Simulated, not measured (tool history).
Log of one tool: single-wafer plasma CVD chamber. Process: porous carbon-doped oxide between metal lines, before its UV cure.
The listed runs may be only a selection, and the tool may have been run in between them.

run  hour  heater temperature setpoint (°C)  RF power (kW)  deposition time (s)  mean film thickness on the monitor wafer (nm)
  1   0.0                               300          0.505                 44.3                                         232.51
  2   7.5                               300          0.505                 44.3                                         232.44
  3   8.8                               300          0.465                 44.3                                         219.81
  4  15.0                               304          0.460                 44.3                                         214.28
  5  15.9                               307          0.455                 44.3                                         209.62
  6  19.4                               307          0.455                 44.3                                         208.80
  7  20.9                               309          0.450                 44.3                                         205.50

The next listed run, before its measurement:
  8  26.5                               311          0.445                 44.3                                              ?

Run 8 came out at mean film thickness on the monitor wafer (nm) 202.21.
